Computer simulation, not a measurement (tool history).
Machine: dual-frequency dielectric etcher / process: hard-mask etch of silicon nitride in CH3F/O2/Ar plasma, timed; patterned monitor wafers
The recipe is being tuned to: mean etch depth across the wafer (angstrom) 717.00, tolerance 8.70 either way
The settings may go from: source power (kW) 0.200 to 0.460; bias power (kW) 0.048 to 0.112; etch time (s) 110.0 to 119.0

run  hour  source power (kW)  bias power (kW)  etch time (s)  mean etch depth across the wafer (angstrom)
  1   0.0              0.330            0.080          119.0                                       909.66
  2   5.8              0.300            0.080          119.0                                       875.70
  3   6.5              0.300            0.080          119.0                                       874.26
  4  14.7              0.300            0.072          119.0                                       839.94
  5  21.6              0.270            0.070          119.0                                       801.90
  6  28.1              0.270            0.064          119.0                                       774.04
  7  30.1              0.250            0.064          119.0                                       757.56
  8  39.0              0.240            0.064          119.0                                       743.04
  9  45.1              0.230            0.064          119.0                                       729.74

Which single option among these 5 for the next run brings every result within its allowed miss of target? Just one does.
  A  51.2              0.250            0.069          115.0                                            ?
  B  51.2              0.250            0.065          119.0                                            ?
  C  51.2              0.240            0.062          116.5                                            ?
  D  51.2              0.200            0.066          119.0                                            ?
  E  51.2              0.240            0.063          111.5                                            ?

move  mean etch depth across the wafer (angstrom)
   A                                       749.95
   B                                       759.66
   C                                       719.95
   D                                       701.02
   E                                       692.96
A: the biggest miss grows against the last run
B: the biggest miss grows against the last run
C: every result within its allowed miss
D: moves the result that the last run missed by most past its target, out the other side
E: moves the result that the last run missed by most past its target, out the other side
The right move is C.
